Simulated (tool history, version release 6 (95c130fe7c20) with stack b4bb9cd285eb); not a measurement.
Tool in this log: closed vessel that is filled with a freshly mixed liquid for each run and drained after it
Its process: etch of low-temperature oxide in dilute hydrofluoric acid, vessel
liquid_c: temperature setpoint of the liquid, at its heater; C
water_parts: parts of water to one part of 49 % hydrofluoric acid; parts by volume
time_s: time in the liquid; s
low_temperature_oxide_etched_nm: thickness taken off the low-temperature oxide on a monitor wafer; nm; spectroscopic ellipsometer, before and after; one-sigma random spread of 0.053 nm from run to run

run  hour  liquid_c  water_parts  time_s  low_temperature_oxide_etched_nm
  1   0.0      22.0          230      40                           2.0463
  2   2.2      24.0          190      40                           2.7740
  3   4.0      24.0          190      30                           2.0719
  4   9.4      21.0          190      30                           1.8653
  5  12.6      23.5          145      30                           2.8407
  6  15.4      25.5          145      30                           3.1071
  7  19.1      27.0          125      30                           3.7873
  8  22.6      28.0          115      30                           4.4181
  9  23.7      28.0          115      30                           4.3775

Run 10 has not been measured yet. What should we expect?
 10  26.2      28.5          110      30                                ?

{"run 10": {"low_temperature_oxide_etched_nm": 4.7101}}
